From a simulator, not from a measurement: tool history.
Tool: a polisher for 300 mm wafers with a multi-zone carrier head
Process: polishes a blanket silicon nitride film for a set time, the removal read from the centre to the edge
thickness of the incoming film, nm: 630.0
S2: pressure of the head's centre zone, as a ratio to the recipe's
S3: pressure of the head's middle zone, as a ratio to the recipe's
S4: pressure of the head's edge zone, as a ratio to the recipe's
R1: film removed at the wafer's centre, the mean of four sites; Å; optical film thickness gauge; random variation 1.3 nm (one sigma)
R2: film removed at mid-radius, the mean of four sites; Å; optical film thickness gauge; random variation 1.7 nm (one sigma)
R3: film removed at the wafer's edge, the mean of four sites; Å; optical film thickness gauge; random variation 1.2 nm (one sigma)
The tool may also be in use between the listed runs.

{"run": 1, "hour": 0.0, "flow of slurry (ml/min)": 240, "S2": 1.0, "S3": 1.0, "S4": 1.0, "polishing time (s)": 45, "R1": 878.76, "R2": 867.23, "R3": 880.58}
{"run": 2, "hour": 5.6, "flow of slurry (ml/min)": 250, "S2": 1.04, "S3": 1.02, "S4": 1.02, "polishing time (s)": 48, "R1": 982.0, "R2": 948.99, "R3": 945.51}
{"run": 3, "hour": 13.2, "flow of slurry (ml/min)": 250, "S2": 1.08, "S3": 1.02, "S4": 1.02, "polishing time (s)": 48, "R1": 1005.1, "R2": 942.88, "R3": 935.42}
{"run": 4, "hour": 18.8, "flow of slurry (ml/min)": 250, "S2": 1.04, "S3": 1.02, "S4": 1.02, "polishing time (s)": 48, "R1": 970.04, "R2": 975.57, "R3": 935.58}
{"run": 5, "hour": 23.3, "flow of slurry (ml/min)": 255, "S2": 1.06, "S3": 1.01, "S4": 1.03, "polishing time (s)": 51, "R1": 1046.4, "R2": 1004.6, "R3": 1019.5}
{"run": 6, "hour": 26.5, "flow of slurry (ml/min)": 255, "S2": 0.99, "S3": 1.01, "S4": 1.03, "polishing time (s)": 51, "R1": 991.28, "R2": 1012.2, "R3": 1012.4}
{"run": 7, "hour": 35.3, "flow of slurry (ml/min)": 320, "S2": 1.09, "S3": 1.08, "S4": 1.02, "polishing time (s)": 61, "R1": 1323.5, "R2": 1308.8, "R3": 1196.6}

Forecast run 8:
{"run": 8, "hour": 39.2, "flow of slurry (ml/min)": 320, "S2": 1.09, "S3": 1.08, "S4": 1.02, "polishing time (s)": 61, "R1": "?", "R2": "?", "R3": "?"}

R1: 1302.90 Å
R2: 1315.60 Å
R3: 1216.50 Å

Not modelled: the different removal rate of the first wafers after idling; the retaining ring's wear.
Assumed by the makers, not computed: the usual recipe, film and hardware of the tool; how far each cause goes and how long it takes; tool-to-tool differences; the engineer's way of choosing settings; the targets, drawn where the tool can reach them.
